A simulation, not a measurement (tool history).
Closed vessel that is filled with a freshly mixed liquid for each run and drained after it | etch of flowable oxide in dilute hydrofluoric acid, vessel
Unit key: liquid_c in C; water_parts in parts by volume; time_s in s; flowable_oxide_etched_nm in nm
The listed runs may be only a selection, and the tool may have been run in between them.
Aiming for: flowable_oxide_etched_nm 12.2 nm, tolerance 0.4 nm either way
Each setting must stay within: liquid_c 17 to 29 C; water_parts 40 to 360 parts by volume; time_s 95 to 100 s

run,hour,liquid_c,water_parts,time_s,flowable_oxide_etched_nm
1,0,21,200,95,20.148
2,2.1,21,200,100,21.212
3,5.6,21,165,100,26.187
4,9.6,20.5,175,100,24.427
5,17.3,20,185,100,22.542
6,22.8,23,185,100,24.77
7,27.2,19,265,100,13.815
8,34.2,18,270,100,13.097

5 next moves are on the table. One of them brings every result within its allowed miss. Which?
A,41.2,17,235,100,?
B,41.2,19.5,285,95,?
C,41.2,17,250,95,?
D,41.2,18,275,100,?
E,41.2,17,260,100,?

move,flowable_oxide_etched_nm
A,15.005
B,12.366
C,13.224
D,12.866
E,13.269
A: its largest miss is bigger than the last run's
B: all results in spec
C: its largest miss is bigger than the last run's
D: closes in on the targets versus the last run, not all within tolerance yet
E: its largest miss is bigger than the last run's
Go with B: it meets all targets.
